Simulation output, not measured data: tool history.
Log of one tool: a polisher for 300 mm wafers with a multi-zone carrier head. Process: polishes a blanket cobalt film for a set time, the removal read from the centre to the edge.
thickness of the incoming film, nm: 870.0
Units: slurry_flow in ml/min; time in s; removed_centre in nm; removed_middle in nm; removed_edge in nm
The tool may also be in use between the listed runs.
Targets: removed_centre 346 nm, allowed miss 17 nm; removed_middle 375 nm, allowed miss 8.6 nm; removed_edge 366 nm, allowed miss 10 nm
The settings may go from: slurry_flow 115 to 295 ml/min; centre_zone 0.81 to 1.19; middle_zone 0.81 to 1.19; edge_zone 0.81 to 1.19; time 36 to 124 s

run  hour  slurry_flow  centre_zone  middle_zone  edge_zone  time  removed_centre  removed_middle  removed_edge
  1     0          190            1            1          1    79          301.52          296.06        301.07
  2   3.7          190         0.95            1          1    79          292.41          296.09        303.89
  3   6.1          205         0.96         1.03       1.04    81          306.83          316.15        319.54
  4   8.1          220         0.96         1.05       1.07    82          306.16          325.25        325.28
  5  11.1          225         0.97         1.06       1.09    84          329.53          339.58        335.44
  6  16.7          225         0.97         1.09       1.09    84          318.54          344.92        338.34
  7  24.6          230         0.97          1.1       1.11    85          331.25          356.35        344.13
  8  25.5          235         0.97          1.1       1.13    86          328.97          356.01        349.52

4 next moves are on the table. One of them brings every result within its allowed miss. Which?
  A  26.4          295         0.94            1       1.17    86               ?               ?             ?
  B  26.4          255         0.91         1.19       1.13    87               ?               ?             ?
  C  26.4          220         0.99         1.04       1.13    88               ?               ?             ?
  D  26.4          120            1         1.14       1.13    94               ?               ?             ?

move  removed_centre  removed_middle  removed_edge
   A          318.69          335.82        360.39
   B          308.15          389.45        354.65
   C          333.96          346.15        355.89
   D          337.03          376.63        363.37
A: further off than the last run
B: takes the result that was furthest off past its target
C: further off than the last run
D: meets every target
The right move is D.
